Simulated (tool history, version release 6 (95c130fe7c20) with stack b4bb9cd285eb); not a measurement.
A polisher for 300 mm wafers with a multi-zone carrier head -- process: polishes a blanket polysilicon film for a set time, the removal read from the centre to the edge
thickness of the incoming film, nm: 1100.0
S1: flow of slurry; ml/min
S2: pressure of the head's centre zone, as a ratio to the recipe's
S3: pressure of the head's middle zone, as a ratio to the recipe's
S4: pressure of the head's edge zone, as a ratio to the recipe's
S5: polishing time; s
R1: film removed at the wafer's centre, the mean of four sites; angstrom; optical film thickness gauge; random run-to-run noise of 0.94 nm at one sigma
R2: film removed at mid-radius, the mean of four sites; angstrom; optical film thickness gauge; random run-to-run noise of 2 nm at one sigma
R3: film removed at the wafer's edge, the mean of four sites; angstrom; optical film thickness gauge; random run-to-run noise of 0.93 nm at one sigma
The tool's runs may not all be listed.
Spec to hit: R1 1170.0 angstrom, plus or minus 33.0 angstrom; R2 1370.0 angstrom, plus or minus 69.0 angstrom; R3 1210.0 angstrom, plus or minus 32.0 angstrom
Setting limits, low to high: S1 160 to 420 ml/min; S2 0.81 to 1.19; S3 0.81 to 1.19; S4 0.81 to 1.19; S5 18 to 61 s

{"run": 1, "day": 0.0, "S1": 270, "S2": 1.0, "S3": 1.0, "S4": 1.0, "S5": 39, "R1": 1583.8, "R2": 1500.6, "R3": 1523.3}
{"run": 2, "day": 0.088, "S1": 265, "S2": 0.97, "S3": 1.01, "S4": 0.97, "S5": 38, "R1": 1514.0, "R2": 1489.5, "R3": 1475.9}
{"run": 3, "day": 0.346, "S1": 260, "S2": 0.95, "S3": 1.02, "S4": 0.95, "S5": 37, "R1": 1439.5, "R2": 1450.9, "R3": 1407.8}
{"run": 4, "day": 0.496, "S1": 260, "S2": 0.95, "S3": 1.09, "S4": 0.95, "S5": 37, "R1": 1429.0, "R2": 1553.7, "R3": 1408.6}
{"run": 5, "day": 0.629, "S1": 260, "S2": 0.95, "S3": 1.09, "S4": 0.95, "S5": 46, "R1": 1772.3, "R2": 1900.3, "R3": 1771.1}
{"run": 6, "day": 0.679, "S1": 210, "S2": 0.95, "S3": 1.09, "S4": 0.95, "S5": 46, "R1": 1744.9, "R2": 1887.3, "R3": 1746.3}
{"run": 7, "day": 0.938, "S1": 195, "S2": 0.86, "S3": 1.08, "S4": 0.85, "S5": 35, "R1": 1239.0, "R2": 1411.5, "R3": 1247.8}
{"run": 8, "day": 1.279, "S1": 195, "S2": 0.85, "S3": 1.08, "S4": 0.85, "S5": 35, "R1": 1216.8, "R2": 1430.2, "R3": 1254.5}
{"run": 9, "day": 1.333, "S1": 195, "S2": 0.85, "S3": 1.08, "S4": 0.84, "S5": 35, "R1": 1210.3, "R2": 1398.0, "R3": 1238.1}

Consider the 5 candidate settings below. Which is the only one whose results all fall within their allowed miss of target?
{"run": "A", "day": 1.388, "S1": 225, "S2": 0.9, "S3": 0.96, "S4": 0.97, "S5": 34, "R1": "?", "R2": "?", "R3": "?"}
{"run": "B", "day": 1.388, "S1": 200, "S2": 0.82, "S3": 1.19, "S4": 0.82, "S5": 35, "R1": "?", "R2": "?", "R3": "?"}
{"run": "C", "day": 1.388, "S1": 285, "S2": 0.87, "S3": 1.07, "S4": 0.95, "S5": 33, "R1": "?", "R2": "?", "R3": "?"}
{"run": "D", "day": 1.388, "S1": 160, "S2": 0.87, "S3": 1.02, "S4": 0.93, "S5": 31, "R1": "?", "R2": "?", "R3": "?"}
{"run": "E", "day": 1.388, "S1": 245, "S2": 0.82, "S3": 1.05, "S4": 0.82, "S5": 34, "R1": "?", "R2": "?", "R3": "?"}

move=A R1=1230.3 R2=1224.7 R3=1316.8
move=B R1=1163.8 R2=1498.9 R3=1241.6
move=C R1=1188.7 R2=1329.0 R3=1282.5
move=D R1=1053.8 R2=1138.5 R3=1148.6
move=E R1=1152.3 R2=1331.4 R3=1224.7
A: further off than the last run
B: meets the target for the result that was furthest off, but another lies outside its allowed miss
C: meets the target for the result that was furthest off, but another lies outside its allowed miss
D: the result that was furthest off in the last run now lies on the other side of its target
E: every result within its allowed miss
E is the move that brings every result within its allowed miss.
